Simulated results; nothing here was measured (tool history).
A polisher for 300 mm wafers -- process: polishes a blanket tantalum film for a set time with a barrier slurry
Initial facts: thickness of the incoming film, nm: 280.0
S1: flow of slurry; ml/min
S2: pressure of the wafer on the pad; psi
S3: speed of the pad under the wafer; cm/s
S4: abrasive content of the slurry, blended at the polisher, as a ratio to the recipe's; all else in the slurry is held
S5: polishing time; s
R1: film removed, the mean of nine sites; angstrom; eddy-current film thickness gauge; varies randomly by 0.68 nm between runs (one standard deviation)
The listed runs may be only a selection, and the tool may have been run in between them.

run 1 hour=0 | S1=140 S2=2 S3=92 S4=1 S5=82 | R1=1071.4
run 2 hour=3.9 | S1=140 S2=2 S3=92 S4=1 S5=82 | R1=1059
run 3 hour=5.8 | S1=130 S2=1.9 S3=92 S4=1 S5=82 | R1=1007.7
run 4 hour=10.6 | S1=130 S2=2.2 S3=92 S4=1 S5=82 | R1=1137
run 5 hour=19.5 | S1=130 S2=2.5 S3=92 S4=1 S5=82 | R1=1282
run 6 hour=24.9 | S1=130 S2=2.5 S3=92 S4=1.1 S5=82 | R1=1310.2
run 7 hour=28.6 | S1=120 S2=2.2 S3=92 S4=1.1 S5=82 | R1=1136

Predict the results of run 8:
run 8 hour=36.4 | S1=115 S2=2 S3=92 S4=1.1 S5=82 | R1=?

{"run 8": {"R1": 1033}}

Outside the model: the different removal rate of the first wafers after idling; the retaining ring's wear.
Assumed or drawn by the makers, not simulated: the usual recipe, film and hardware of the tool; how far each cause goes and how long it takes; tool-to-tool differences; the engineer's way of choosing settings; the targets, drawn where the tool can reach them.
